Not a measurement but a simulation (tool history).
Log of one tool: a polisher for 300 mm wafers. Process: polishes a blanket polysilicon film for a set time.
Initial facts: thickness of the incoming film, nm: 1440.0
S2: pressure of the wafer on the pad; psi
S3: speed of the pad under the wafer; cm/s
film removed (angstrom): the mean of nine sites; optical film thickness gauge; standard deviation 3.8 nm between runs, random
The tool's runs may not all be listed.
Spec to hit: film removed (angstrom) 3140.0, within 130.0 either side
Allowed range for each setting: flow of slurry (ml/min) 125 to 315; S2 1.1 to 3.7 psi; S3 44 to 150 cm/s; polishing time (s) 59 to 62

Run 1, hour 0.0: flow of slurry (ml/min) 205, S2 2.4 psi, S3 96 cm/s, polishing time (s) 59. Result: film removed (angstrom) 4249.5.
Run 2, hour 8.7: flow of slurry (ml/min) 205, S2 2.4 psi, S3 80 cm/s, polishing time (s) 59. Result: film removed (angstrom) 3702.9.
Run 3, hour 16.8: flow of slurry (ml/min) 205, S2 2.3 psi, S3 80 cm/s, polishing time (s) 59. Result: film removed (angstrom) 3506.2.
Run 4, hour 17.6: flow of slurry (ml/min) 205, S2 2.7 psi, S3 80 cm/s, polishing time (s) 59. Result: film removed (angstrom) 4170.4.
At hour 21.1: head pressure recalibrated.
Run 5, hour 21.1: flow of slurry (ml/min) 205, S2 2.5 psi, S3 80 cm/s, polishing time (s) 59. Result: film removed (angstrom) 3634.6.
Run 6, hour 29.4: flow of slurry (ml/min) 205, S2 2.5 psi, S3 102 cm/s, polishing time (s) 59. Result: film removed (angstrom) 4351.0.
Run 7, hour 31.7: flow of slurry (ml/min) 205, S2 2.2 psi, S3 100 cm/s, polishing time (s) 59. Result: film removed (angstrom) 3786.6.
Run 8, hour 34.9: flow of slurry (ml/min) 205, S2 2.1 psi, S3 100 cm/s, polishing time (s) 59. Result: film removed (angstrom) 3600.0.
Run 9, hour 36.8: flow of slurry (ml/min) 205, S2 2.0 psi, S3 100 cm/s, polishing time (s) 59. Result: film removed (angstrom) 3440.1.

Consider the 5 candidate settings below. Which is the only one whose results all fall within their allowed miss of target?
Run A, hour 38.7: flow of slurry (ml/min) 245, S2 2.0 psi, S3 108 cm/s, polishing time (s) 60. Result: film removed (angstrom) ?.
Run B, hour 38.7: flow of slurry (ml/min) 205, S2 2.2 psi, S3 90 cm/s, polishing time (s) 59. Result: film removed (angstrom) ?.
Run C, hour 38.7: flow of slurry (ml/min) 270, S2 2.8 psi, S3 72 cm/s, polishing time (s) 62. Result: film removed (angstrom) ?.
Run D, hour 38.7: flow of slurry (ml/min) 225, S2 1.9 psi, S3 88 cm/s, polishing time (s) 61. Result: film removed (angstrom) ?.
Run E, hour 38.7: flow of slurry (ml/min) 250, S2 1.8 psi, S3 78 cm/s, polishing time (s) 62. Result: film removed (angstrom) ?.

move  film removed (angstrom)
   A                   3733.1
   B                   3474.3
   C                   4083.2
   D                   3099.5
   E                   2785.5
A: its largest miss is bigger than the last run's
B: its largest miss is bigger than the last run's
C: its largest miss is bigger than the last run's
D: meets every target
E: pushes the last run's worst result past its target
So the answer is move D, the one that meets all the targets.

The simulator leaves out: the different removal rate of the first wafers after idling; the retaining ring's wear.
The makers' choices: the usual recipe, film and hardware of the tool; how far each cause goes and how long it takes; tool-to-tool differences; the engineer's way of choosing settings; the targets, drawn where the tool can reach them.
